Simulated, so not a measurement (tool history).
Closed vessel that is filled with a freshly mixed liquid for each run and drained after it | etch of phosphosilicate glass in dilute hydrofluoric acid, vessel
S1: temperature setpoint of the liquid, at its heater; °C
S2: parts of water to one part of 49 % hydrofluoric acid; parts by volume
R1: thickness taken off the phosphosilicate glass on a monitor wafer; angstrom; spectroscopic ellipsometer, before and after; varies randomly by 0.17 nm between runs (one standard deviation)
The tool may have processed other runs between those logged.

{"run": 1, "hour": 0.0, "S1": 21, "S2": 135, "time in the liquid (s)": 30, "R1": 132.29}
{"run": 2, "hour": 8.9, "S1": 21, "S2": 135, "time in the liquid (s)": 30, "R1": 131.76}
{"run": 3, "hour": 12.0, "S1": 22.5, "S2": 135, "time in the liquid (s)": 30, "R1": 139.94}
{"run": 4, "hour": 13.8, "S1": 22.5, "S2": 150, "time in the liquid (s)": 30, "R1": 126.38}
{"run": 5, "hour": 22.5, "S1": 24, "S2": 150, "time in the liquid (s)": 30, "R1": 130}
{"run": 6, "hour": 27.8, "S1": 25, "S2": 145, "time in the liquid (s)": 30, "R1": 143.01}
{"run": 7, "hour": 28.6, "S1": 26, "S2": 145, "time in the liquid (s)": 30, "R1": 146.89}

What will run 8 give?
{"run": 8, "hour": 35.6, "S1": 26.5, "S2": 145, "time in the liquid (s)": 30, "R1": "?"}

R1: 150.45 angstrom
